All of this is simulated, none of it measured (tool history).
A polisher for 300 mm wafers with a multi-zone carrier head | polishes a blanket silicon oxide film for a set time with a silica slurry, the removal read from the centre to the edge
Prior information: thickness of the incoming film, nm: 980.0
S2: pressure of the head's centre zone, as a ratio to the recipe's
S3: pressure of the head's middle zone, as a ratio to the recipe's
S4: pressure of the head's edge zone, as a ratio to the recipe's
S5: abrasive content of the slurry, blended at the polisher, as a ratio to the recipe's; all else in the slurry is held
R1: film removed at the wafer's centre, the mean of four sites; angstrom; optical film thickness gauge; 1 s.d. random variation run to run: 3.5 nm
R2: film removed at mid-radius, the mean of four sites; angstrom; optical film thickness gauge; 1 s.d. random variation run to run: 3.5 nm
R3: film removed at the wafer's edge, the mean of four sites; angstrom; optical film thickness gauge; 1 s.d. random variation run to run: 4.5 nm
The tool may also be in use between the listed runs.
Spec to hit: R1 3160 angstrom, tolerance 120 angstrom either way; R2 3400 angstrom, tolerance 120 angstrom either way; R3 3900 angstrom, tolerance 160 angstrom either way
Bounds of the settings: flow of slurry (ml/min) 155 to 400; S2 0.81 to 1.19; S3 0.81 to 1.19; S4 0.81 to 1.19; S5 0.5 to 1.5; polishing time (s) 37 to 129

{"run": 1, "hour": 0.0, "flow of slurry (ml/min)": 255, "S2": 1, "S3": 1, "S4": 1, "S5": 1, "polishing time (s)": 83, "R1": 2579.8, "R2": 2612.3, "R3": 2659.4}
{"run": 2, "hour": 5.2, "flow of slurry (ml/min)": 255, "S2": 1, "S3": 1, "S4": 1, "S5": 1, "polishing time (s)": 93, "R1": 2909.8, "R2": 2915, "R3": 2977.3}
{"run": 3, "hour": 6.0, "flow of slurry (ml/min)": 255, "S2": 0.92, "S3": 1, "S4": 1, "S5": 1, "polishing time (s)": 93, "R1": 2676.7, "R2": 2947.5, "R3": 2942.6}
{"run": 4, "hour": 6.7, "flow of slurry (ml/min)": 255, "S2": 0.92, "S3": 1, "S4": 1, "S5": 0.8, "polishing time (s)": 93, "R1": 2435.9, "R2": 2648.8, "R3": 2685.2}
{"run": 5, "hour": 11.2, "flow of slurry (ml/min)": 255, "S2": 0.97, "S3": 1, "S4": 1, "S5": 0.8, "polishing time (s)": 93, "R1": 2539.5, "R2": 2665.9, "R3": 2701.7}
{"run": 6, "hour": 15.7, "flow of slurry (ml/min)": 255, "S2": 0.97, "S3": 0.92, "S4": 1, "S5": 0.8, "polishing time (s)": 93, "R1": 2558.8, "R2": 2457.5, "R3": 2641}
{"run": 7, "hour": 20.2, "flow of slurry (ml/min)": 250, "S2": 0.96, "S3": 0.92, "S4": 1.02, "S5": 0.85, "polishing time (s)": 93, "R1": 2575, "R2": 2546.8, "R3": 2812.9}
{"run": 8, "hour": 28.5, "flow of slurry (ml/min)": 250, "S2": 1.01, "S3": 1.02, "S4": 1.12, "S5": 1.1, "polishing time (s)": 93, "R1": 3023.2, "R2": 3057, "R3": 3240.4}
{"run": 9, "hour": 36.0, "flow of slurry (ml/min)": 250, "S2": 1, "S3": 1.01, "S4": 1.13, "S5": 1.15, "polishing time (s)": 93, "R1": 3143, "R2": 3124.6, "R3": 3298}
{"run": 10, "hour": 38.9, "flow of slurry (ml/min)": 240, "S2": 0.98, "S3": 1, "S4": 1.14, "S5": 1.2, "polishing time (s)": 94, "R1": 3076.4, "R2": 3139.4, "R3": 3429}
{"run": 11, "hour": 44.0, "flow of slurry (ml/min)": 240, "S2": 0.97, "S3": 1, "S4": 1.15, "S5": 1.25, "polishing time (s)": 94, "R1": 3110.1, "R2": 3212, "R3": 3447.7}
{"run": 12, "hour": 49.5, "flow of slurry (ml/min)": 235, "S2": 0.96, "S3": 0.99, "S4": 1.15, "S5": 1.3, "polishing time (s)": 95, "R1": 3141.3, "R2": 3314.4, "R3": 3518.7}
{"run": 13, "hour": 56.1, "flow of slurry (ml/min)": 250, "S2": 0.88, "S3": 0.89, "S4": 1.19, "S5": 1.5, "polishing time (s)": 98, "R1": 3108.2, "R2": 3204.7, "R3": 4022.7}

Below are 4 possible settings for the next run. Only one of them brings all results inside the allowed miss of their targets. Which is it?
{"run": "A", "hour": 62.7, "flow of slurry (ml/min)": 300, "S2": 0.88, "S3": 0.82, "S4": 1.18, "S5": 1.45, "polishing time (s)": 97, "R1": "?", "R2": "?", "R3": "?"}
{"run": "B", "hour": 62.7, "flow of slurry (ml/min)": 300, "S2": 0.88, "S3": 0.85, "S4": 1.19, "S5": 1.5, "polishing time (s)": 96, "R1": "?", "R2": "?", "R3": "?"}
{"run": "C", "hour": 62.7, "flow of slurry (ml/min)": 215, "S2": 0.89, "S3": 0.93, "S4": 1.14, "S5": 1.5, "polishing time (s)": 99, "R1": "?", "R2": "?", "R3": "?"}
{"run": "D", "hour": 62.7, "flow of slurry (ml/min)": 300, "S2": 0.94, "S3": 0.82, "S4": 1.19, "S5": 1.35, "polishing time (s)": 95, "R1": "?", "R2": "?", "R3": "?"}

move=A R1=3184.4 R2=3035.2 R3=3952.1
move=B R1=3189.1 R2=3129.7 R3=3973
move=C R1=3205 R2=3360.6 R3=3900.7
move=D R1=3250.3 R2=2897.8 R3=3791.1
A: lands further from the targets than the last run did
B: lands further from the targets than the last run did
C: every result within its allowed miss
D: lands further from the targets than the last run did
Move C is the one to make.
